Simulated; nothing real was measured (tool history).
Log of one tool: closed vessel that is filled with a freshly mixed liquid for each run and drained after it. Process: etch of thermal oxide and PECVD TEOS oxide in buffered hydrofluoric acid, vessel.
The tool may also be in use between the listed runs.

run	day	temperature setpoint of the liquid (°C)	parts of 40 % ammonium fluoride to one part of 49 % hydrofluoric acid (parts by volume)	time in the liquid (s)	thickness taken off the thermal oxide on a monitor wafer (nm)	thickness taken off the PECVD TEOS oxide on a monitor wafer (nm)
1	0	21	19	60	29.188	80.829
2	0.25	21	19	75	36.734	100.56
3	0.579	21	16	75	43.946	120.03
4	0.825	21	16	90	50.869	142.91
5	1.042	21	11	90	73.517	208.82
6	1.125	20.5	11	90	72.843	202.02
7	1.212	20	11	90	70.538	198.98

Run 8 comes next. What will it give?
8	1.5	19.5	11	90	?	?

thickness taken off the thermal oxide on a monitor wafer (nm): 68.57
thickness taken off the PECVD TEOS oxide on a monitor wafer (nm): 189.1

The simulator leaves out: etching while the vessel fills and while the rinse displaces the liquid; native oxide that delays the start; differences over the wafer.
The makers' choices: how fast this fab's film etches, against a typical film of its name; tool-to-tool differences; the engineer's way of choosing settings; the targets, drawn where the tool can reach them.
